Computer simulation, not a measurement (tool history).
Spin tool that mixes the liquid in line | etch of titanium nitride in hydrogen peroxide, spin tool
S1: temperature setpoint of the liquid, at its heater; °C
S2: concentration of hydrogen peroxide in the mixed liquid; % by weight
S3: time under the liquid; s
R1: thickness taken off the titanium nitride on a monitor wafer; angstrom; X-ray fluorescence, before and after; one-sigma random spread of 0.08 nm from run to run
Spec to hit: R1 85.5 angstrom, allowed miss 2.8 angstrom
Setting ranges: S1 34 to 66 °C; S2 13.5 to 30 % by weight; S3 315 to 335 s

run	hour	S1	S2	S3	R1
1	0	50	25.5	315	146.92
2	6.9	53	25.5	315	182.31
3	9	53	25.5	335	194.41
4	17.1	53	25.5	315	183.64
5	24.5	51.5	25.5	315	166.96
6	25.9	50.5	25.5	315	152.39
7	31.5	49.5	25.5	315	143.97
8	39.3	48.5	25.5	315	132.2
9	41.7	48	25.5	315	128.65
10	46.6	47.5	25.5	315	124.78
11	50.5	47	25.5	315	121.52
12	53.6	46.5	25.5	315	114.06
13	56.6	46	25.5	315	112.41
14	61.8	45.5	25.5	315	107.24
15	68.6	45	25.5	315	105.36
16	71.3	44.5	25.5	315	99.586
17	74.4	44	25.5	315	96.542
18	77.6	43	25.5	315	88.513

Pick the move, out of 5, that brings all results within their allowed miss; only one does.
A	80.8	44	22.5	315	?
B	80.8	43	22.5	315	?
C	80.8	43.5	23.5	315	?
D	80.8	42.5	27.5	335	?
E	80.8	43	25.5	320	?

move	R1
A	93.234
B	86.478
C	90.647
D	92.519
E	90.273
A: the biggest miss grows against the last run
B: every result within its allowed miss
C: the biggest miss grows against the last run
D: the biggest miss grows against the last run
E: the biggest miss grows against the last run
The move that meets every target is B.

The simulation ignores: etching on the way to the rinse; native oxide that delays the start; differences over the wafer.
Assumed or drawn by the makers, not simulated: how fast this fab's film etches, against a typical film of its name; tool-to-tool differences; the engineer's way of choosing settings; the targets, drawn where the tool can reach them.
